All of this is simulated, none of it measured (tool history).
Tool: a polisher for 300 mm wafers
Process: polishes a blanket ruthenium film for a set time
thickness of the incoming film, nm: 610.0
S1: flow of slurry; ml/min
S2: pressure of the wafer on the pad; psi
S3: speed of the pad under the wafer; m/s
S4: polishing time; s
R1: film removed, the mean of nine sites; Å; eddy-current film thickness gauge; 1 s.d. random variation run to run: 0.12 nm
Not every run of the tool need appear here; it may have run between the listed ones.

{"run": 1, "hour": 0.0, "S1": 145, "S2": 1.9, "S3": 1.08, "S4": 30, "R1": 269.69}
{"run": 2, "hour": 5.2, "S1": 145, "S2": 1.9, "S3": 0.88, "S4": 30, "R1": 218.65}
{"run": 3, "hour": 12.5, "S1": 145, "S2": 2.3, "S3": 0.88, "S4": 30, "R1": 263.12}
{"run": 4, "hour": 15.0, "S1": 145, "S2": 2.3, "S3": 0.88, "S4": 26, "R1": 229.26}
{"run": 5, "hour": 17.0, "S1": 140, "S2": 2.2, "S3": 0.88, "S4": 26, "R1": 215.41}
{"run": 6, "hour": 24.4, "S1": 140, "S2": 1.9, "S3": 0.88, "S4": 26, "R1": 187.04}
{"run": 7, "hour": 26.4, "S1": 110, "S2": 1.8, "S3": 0.88, "S4": 26, "R1": 169.76}

What will run 8 give?
{"run": 8, "hour": 27.2, "S1": 115, "S2": 1.8, "S3": 0.88, "S4": 26, "R1": "?"}

R1: 171.95 Å

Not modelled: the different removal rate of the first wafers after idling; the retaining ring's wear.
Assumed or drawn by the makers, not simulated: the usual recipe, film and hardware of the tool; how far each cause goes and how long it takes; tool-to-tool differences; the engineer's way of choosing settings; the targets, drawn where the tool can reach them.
